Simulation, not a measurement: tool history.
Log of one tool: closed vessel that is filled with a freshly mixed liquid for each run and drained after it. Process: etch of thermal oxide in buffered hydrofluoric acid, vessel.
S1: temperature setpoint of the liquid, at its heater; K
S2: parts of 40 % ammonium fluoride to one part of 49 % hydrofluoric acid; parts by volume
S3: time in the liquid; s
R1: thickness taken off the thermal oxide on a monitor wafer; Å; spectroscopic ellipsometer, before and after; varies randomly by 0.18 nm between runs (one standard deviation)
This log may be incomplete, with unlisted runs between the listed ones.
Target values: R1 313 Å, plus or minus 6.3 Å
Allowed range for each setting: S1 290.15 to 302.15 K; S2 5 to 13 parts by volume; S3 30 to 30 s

run,day,S1,S2,S3,R1
1,0,294.15,8,30,365.51
2,0.262,293.65,8,30,357.12
3,0.462,293.65,8,30,354.16
4,0.821,293.65,7,30,412.23
5,0.858,293.65,5,30,549.93
6,0.95,296.65,5,30,643.8
7,1.229,295.65,5.5,30,564
8,1.271,294.65,6,30,497.95
9,1.433,294.15,6.5,30,449.46
10,1.608,293.65,6.5,30,441.16
11,1.671,293.15,6.5,30,426.91
12,1.704,293.15,6.5,30,422.39
13,1.742,292.65,6.5,30,413.6
14,1.775,292.15,6.5,30,403.07
15,1.946,291.65,6.5,30,392.76
16,2.142,290.65,7,30,347.43

Of the 4 settings listed for the next run, only one would bring every result within its allowed miss of target. Which one?
A,2.338,290.15,8,30,?
B,2.338,291.65,6.5,30,?
C,2.338,290.15,7.5,30,?
D,2.338,293.15,7.5,30,?

move,R1
A,294.94
B,395.74
C,316.29
D,374.71
A: the result that was furthest off in the last run now lies on the other side of its target
B: moves away from the targets compared with the last run
C: every result within its allowed miss
D: moves away from the targets compared with the last run
Move C is the one to make.
